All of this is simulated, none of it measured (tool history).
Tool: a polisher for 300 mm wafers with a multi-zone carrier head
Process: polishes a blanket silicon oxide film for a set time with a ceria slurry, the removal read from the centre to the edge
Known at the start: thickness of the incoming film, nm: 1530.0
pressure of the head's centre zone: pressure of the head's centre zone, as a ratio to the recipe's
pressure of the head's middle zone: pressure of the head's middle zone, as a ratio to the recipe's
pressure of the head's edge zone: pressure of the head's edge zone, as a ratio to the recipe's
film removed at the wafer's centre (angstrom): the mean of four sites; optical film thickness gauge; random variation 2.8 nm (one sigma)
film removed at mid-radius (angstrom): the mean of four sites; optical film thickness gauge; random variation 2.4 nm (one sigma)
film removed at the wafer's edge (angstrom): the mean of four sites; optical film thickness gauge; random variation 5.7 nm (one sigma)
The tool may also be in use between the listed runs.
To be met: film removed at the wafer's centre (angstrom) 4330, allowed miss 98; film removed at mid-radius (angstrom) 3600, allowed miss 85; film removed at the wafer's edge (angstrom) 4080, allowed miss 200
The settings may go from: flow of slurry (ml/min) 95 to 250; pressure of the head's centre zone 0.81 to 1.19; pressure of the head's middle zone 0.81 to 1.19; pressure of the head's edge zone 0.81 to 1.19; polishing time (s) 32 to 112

run,hour,flow of slurry (ml/min),pressure of the head's centre zone,pressure of the head's middle zone,pressure of the head's edge zone,polishing time (s),film removed at the wafer's centre (angstrom),film removed at mid-radius (angstrom),film removed at the wafer's edge (angstrom)
1,0,160,1,1,1,72,3165.9,3101,3193.3
2,2.3,175,1.03,1,1.05,74,3350.8,3180.6,3358
3,3.8,175,1.03,1,1.1,74,3324.1,3188.8,3295
4,6.7,195,1.03,1,1.1,74,3446.4,3279.3,3494.6
5,14.5,195,1.03,1,1.03,74,3399.4,3270.4,3300.9
6,15.6,190,1.05,0.99,1.06,77,3568.3,3369.8,3461.7
7,21.4,195,1.07,0.96,1.09,80,3844.1,3435.6,3712.4
8,23.5,205,1.08,0.95,1.11,81,3975.1,3468.1,3721.9
9,25.1,210,1.08,0.94,1.13,82,4026.5,3518.8,3862.1
10,33.8,215,1.09,0.93,1.14,82,4101,3485.1,3983.5
11,34.3,220,1.1,0.93,1.14,82,4106.1,3485.7,3888.5
12,37.2,225,1.11,0.93,1.15,82,4132.6,3479.5,3973.1

4 next moves are on the table. One of them brings every result within its allowed miss. Which?
A,40.1,245,1.06,0.83,1.19,91,?,?,?
B,40.1,250,1.09,0.81,1.19,84,?,?,?
C,40.1,205,1.1,0.91,1.1,87,?,?,?
D,40.1,230,1.15,0.9,1.11,86,?,?,?

move,film removed at the wafer's centre (angstrom),film removed at mid-radius (angstrom),film removed at the wafer's edge (angstrom)
A,4421.7,3601.5,4453.2
B,4195.5,3271.6,4119.2
C,4256.9,3605.9,4011.7
D,4457.9,3590.3,4032.2
A: brings the result that was furthest off to its target, and leaves another outside
B: further off than the last run
C: meets every target
D: takes the result that was furthest off past its target
The right move is C.

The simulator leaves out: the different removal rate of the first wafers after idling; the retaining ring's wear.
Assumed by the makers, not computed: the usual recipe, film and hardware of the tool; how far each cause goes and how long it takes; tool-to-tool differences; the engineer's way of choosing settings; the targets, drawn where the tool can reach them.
